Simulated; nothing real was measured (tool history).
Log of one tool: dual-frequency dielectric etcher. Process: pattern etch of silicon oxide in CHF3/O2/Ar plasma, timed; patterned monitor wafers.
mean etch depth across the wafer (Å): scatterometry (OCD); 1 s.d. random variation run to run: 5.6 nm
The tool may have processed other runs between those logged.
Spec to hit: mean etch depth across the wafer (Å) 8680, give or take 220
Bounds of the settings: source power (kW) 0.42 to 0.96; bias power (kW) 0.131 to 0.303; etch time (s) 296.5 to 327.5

| run | hour | source power (kW) | bias power (kW) | etch time (s) | mean etch depth across the wafer (Å) |
|---|---|---|---|---|---|
| 1 | 0 | 0.69 | 0.217 | 327.5 | 7680.1 |
| 2 | 2.5 | 0.73 | 0.221 | 327.5 | 7861.4 |
| 3 | 4.1 | 0.73 | 0.221 | 296.5 | 7082.5 |
| 4 | 10.9 | 0.73 | 0.221 | 327.5 | 7883.7 |
| 5 | 19.7 | 0.76 | 0.225 | 327.5 | 7966.8 |
| 6 | 22.9 | 0.68 | 0.225 | 327.5 | 7703.2 |
| 7 | 28.2 | 0.72 | 0.232 | 327.5 | 7880.3 |
| 8 | 32.9 | 0.75 | 0.238 | 327.5 | 8016.9 |
| 9 | 36.9 | 0.78 | 0.244 | 327.5 | 8268.6 |
| 10 | 37.6 | 0.8 | 0.246 | 327.5 | 8342.3 |
| 11 | 39.1 | 0.81 | 0.248 | 327.5 | 8402 |
| 12 | 42.2 | 0.82 | 0.25 | 327.5 | 8492.1 |

Which of these 4 next moves meets every target?
| A | 45.3 | 0.74 | 0.256 | 322.5 | ? |
| B | 45.3 | 0.89 | 0.262 | 308.5 | ? |
| C | 45.3 | 0.84 | 0.28 | 327.5 | ? |
| D | 45.3 | 0.77 | 0.261 | 315.5 | ? |

| move | mean etch depth across the wafer (Å) |
|---|---|
| A | 7966.1 |
| B | 8213.2 |
| C | 8652.4 |
| D | 7943.9 |
A: lands further from the targets than the last run did
B: lands further from the targets than the last run did
C: hits every target within its allowed miss
D: lands further from the targets than the last run did
C meets every target.
